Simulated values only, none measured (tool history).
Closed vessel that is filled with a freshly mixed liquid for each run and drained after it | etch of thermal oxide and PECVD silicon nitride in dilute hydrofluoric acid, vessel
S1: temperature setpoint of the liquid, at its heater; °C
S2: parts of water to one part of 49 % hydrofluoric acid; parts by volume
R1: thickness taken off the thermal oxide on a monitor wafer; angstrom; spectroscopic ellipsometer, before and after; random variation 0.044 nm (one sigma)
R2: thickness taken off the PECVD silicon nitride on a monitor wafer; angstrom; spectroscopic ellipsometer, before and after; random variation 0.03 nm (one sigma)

run 1 hour=0 | S1=22 S2=155 time_in_the_liquid_(s)=330 | R1=83.591 R2=65.313
run 2 hour=7.3 | S1=22 S2=105 time_in_the_liquid_(s)=330 | R1=131.21 R2=96.751
run 3 hour=15.5 | S1=22 S2=80 time_in_the_liquid_(s)=330 | R1=177.97 R2=126.41
run 4 hour=20.7 | S1=21.5 S2=95 time_in_the_liquid_(s)=330 | R1=144.6 R2=103.04
run 5 hour=22.5 | S1=21 S2=105 time_in_the_liquid_(s)=330 | R1=126.06 R2=91.128
run 6 hour=27.7 | S1=21 S2=105 time_in_the_liquid_(s)=280 | R1=107.21 R2=76.93
run 7 hour=33.8 | S1=17.5 S2=170 time_in_the_liquid_(s)=290 | R1=55.575 R2=39.233
run 8 hour=36.1 | S1=18 S2=165 time_in_the_liquid_(s)=285 | R1=57.497 R2=40.976

Forecast run 9:
run 9 hour=38.1 | S1=18.5 S2=160 time_in_the_liquid_(s)=280 | R1=? R2=?

Run 9 gave R1 58.976 angstrom, R2 42.908 angstrom.
